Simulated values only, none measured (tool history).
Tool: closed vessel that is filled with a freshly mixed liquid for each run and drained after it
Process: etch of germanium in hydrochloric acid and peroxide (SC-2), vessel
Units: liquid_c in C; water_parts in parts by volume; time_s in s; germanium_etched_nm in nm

run    day  liquid_c  water_parts  time_s  germanium_etched_nm
  1  0.000      65.0          8.5      95               448.69
  2  0.388      71.5          8.5      95               536.36
  3  0.696      71.5          6.0      95               556.72
  4  0.933      68.0          6.0      95               494.16
  5  1.238      65.5          6.0      95               465.89
  6  1.375      65.5          6.0     100               493.96
  7  1.425      63.0          6.0     100               455.50
  8  1.712      61.5          6.0     100               438.35

The next listed run, before its measurement:
  9  1.858      55.5          6.5     100                    ?

germanium_etched_nm: 367.15 nm

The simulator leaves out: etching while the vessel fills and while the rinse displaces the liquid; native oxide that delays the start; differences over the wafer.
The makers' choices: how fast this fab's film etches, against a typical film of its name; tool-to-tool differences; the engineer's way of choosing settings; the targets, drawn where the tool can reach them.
